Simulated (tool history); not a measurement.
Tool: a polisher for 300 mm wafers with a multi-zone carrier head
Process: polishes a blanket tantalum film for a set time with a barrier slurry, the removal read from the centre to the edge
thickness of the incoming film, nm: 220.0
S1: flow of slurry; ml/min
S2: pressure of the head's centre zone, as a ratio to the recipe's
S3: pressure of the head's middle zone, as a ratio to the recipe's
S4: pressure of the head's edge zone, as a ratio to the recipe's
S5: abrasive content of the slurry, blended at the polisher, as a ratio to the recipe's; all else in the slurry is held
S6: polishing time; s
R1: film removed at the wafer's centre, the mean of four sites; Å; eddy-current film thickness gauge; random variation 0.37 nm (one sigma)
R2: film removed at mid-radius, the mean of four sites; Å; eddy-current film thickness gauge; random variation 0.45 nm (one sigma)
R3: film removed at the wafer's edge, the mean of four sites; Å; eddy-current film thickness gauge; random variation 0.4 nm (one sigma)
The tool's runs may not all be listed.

run,hour,S1,S2,S3,S4,S5,S6,R1,R2,R3
1,0.0,205,1.00,1.00,1.00,1.00,45,752.14,763.08,736.44
2,6.3,205,1.04,1.00,1.00,1.00,45,777.44,765.92,738.29
3,7.0,205,1.04,1.08,1.00,1.00,45,785.39,819.94,739.00
4,9.2,160,1.04,1.08,1.00,1.00,45,763.76,788.82,724.23
5,12.8,160,1.04,1.08,1.07,1.00,45,750.33,796.72,753.98
6,19.0,160,1.04,1.08,1.02,1.00,45,754.90,787.47,741.64

Forecast run 7:
7,24.4,160,0.99,1.06,1.00,0.85,42,?,?,?

{"run 7": {"R1": 642.89, "R2": 691.28, "R3": 653.19}}
